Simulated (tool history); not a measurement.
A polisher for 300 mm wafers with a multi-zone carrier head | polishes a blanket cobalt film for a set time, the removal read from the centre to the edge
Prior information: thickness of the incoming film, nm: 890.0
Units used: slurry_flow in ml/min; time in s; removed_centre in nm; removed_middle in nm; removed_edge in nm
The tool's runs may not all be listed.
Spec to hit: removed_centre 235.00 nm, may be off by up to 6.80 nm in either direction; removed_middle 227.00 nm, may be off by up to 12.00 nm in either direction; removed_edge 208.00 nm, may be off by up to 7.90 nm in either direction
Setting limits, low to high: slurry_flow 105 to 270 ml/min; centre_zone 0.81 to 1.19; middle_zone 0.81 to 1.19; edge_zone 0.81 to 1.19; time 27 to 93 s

run	day	slurry_flow	centre_zone	middle_zone	edge_zone	time	removed_centre	removed_middle	removed_edge
1	0.000	175	1.00	1.00	1.00	59	313.67	310.59	312.86
2	0.292	175	1.00	1.00	0.99	57	301.34	300.12	299.41
3	0.571	175	1.00	1.00	0.99	67	351.85	347.48	345.05
4	0.779	175	0.94	1.00	0.99	67	334.13	349.88	345.94
5	1.008	175	0.99	1.00	0.99	67	355.90	341.56	346.54
6	1.154	175	1.00	1.00	0.97	64	339.58	341.15	323.58
7	1.479	170	1.00	0.98	0.96	62	324.73	318.64	313.61
8	1.750	205	1.04	1.02	0.86	45	255.80	247.19	221.64
9	1.900	200	1.04	1.01	0.86	45	258.58	244.03	226.89

Exercise: of the 4 proposed moves below, exactly one satisfies all targets within the stated allowed misses. Which move is it?
A	2.050	215	1.12	0.88	0.94	45	?	?	?
B	2.050	185	1.05	1.03	0.89	42	?	?	?
C	2.050	230	1.19	1.04	0.81	45	?	?	?
D	2.050	185	1.08	0.97	0.95	46	?	?	?

move	removed_centre	removed_middle	removed_edge
A	281.08	213.12	236.90
B	240.57	222.49	211.95
C	301.89	247.15	222.40
D	270.95	231.58	239.44
A: the biggest miss grows against the last run
B: in spec on every target
C: the biggest miss grows against the last run
D: the biggest miss grows against the last run
B is the move that brings every result within its allowed miss.
